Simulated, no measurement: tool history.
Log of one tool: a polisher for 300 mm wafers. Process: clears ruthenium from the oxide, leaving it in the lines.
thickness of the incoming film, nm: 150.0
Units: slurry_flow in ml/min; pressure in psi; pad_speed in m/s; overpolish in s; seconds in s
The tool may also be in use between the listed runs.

run  hour  slurry_flow  pressure  pad_speed  overpolish  seconds
  1   0.0          270       2.0       0.90          35   139.65
  2   8.0          270       1.8       0.88          35   150.40
  3  15.0          270       1.7       0.84          35   164.70
  4  19.3          340       1.7       0.84          35   161.42
  5  27.9          340       1.6       0.80          35   175.19
  6  36.6          340       1.5       0.78          35   181.05
  7  41.4          340       1.4       0.74          35   201.20

Run 8 comes next. What will it give?
  8  48.1          335       1.3       0.72          35        ?

Run 8 gave seconds 214.69 s.
